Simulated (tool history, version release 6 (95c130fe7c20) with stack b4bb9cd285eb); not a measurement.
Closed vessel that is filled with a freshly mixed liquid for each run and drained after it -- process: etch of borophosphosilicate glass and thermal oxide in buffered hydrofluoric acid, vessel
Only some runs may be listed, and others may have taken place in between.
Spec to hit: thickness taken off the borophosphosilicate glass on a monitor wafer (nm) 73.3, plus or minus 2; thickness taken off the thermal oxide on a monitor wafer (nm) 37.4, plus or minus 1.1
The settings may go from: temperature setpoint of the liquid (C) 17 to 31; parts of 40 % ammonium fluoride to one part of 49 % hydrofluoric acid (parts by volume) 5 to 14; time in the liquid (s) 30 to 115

run,day,temperature setpoint of the liquid (C),parts of 40 % ammonium fluoride to one part of 49 % hydrofluoric acid (parts by volume),time in the liquid (s),thickness taken off the borophosphosilicate glass on a monitor wafer (nm),thickness taken off the thermal oxide on a monitor wafer (nm)
1,0,23,8.5,60,133.49,68.12
2,0.242,23,8.5,85,188.72,96.698
3,0.362,23,8.5,95,210.49,108.06
4,0.658,21,10.5,90,150.81,76.426
5,0.708,21,10.5,110,182.24,92.811
6,1.071,19,10.5,110,166.06,82.572
7,1.108,18.5,11.5,100,132.82,67.993
8,1.183,18,12.5,90,107.8,54.012
# day 1.55: hydrofluoric acid flow meter replaced
9,1.55,17.5,13,85,101.21,51.774
10,1.875,17.5,13.5,75,86.449,44.312
11,2.029,17.5,13.5,70,81.381,41.238
12,2.138,17.5,13.5,70,81.033,41.08

Pick the move, out of 4, that brings all results within their allowed miss; only one does.
A,2.246,18.5,12.5,60,?,?
B,2.246,19,14,65,?,?
C,2.246,22.5,14,50,?,?
D,2.246,17,13.5,70,?,?

move,thickness taken off the borophosphosilicate glass on a monitor wafer (nm),thickness taken off the thermal oxide on a monitor wafer (nm)
A,79.341,40.773
B,79.031,40.656
C,73.732,38.016
D,78.864,40.503
A: moves toward the targets from the last run without getting all of them in spec
B: moves toward the targets from the last run without getting all of them in spec
C: meets every target
D: moves toward the targets from the last run without getting all of them in spec
Answer: C
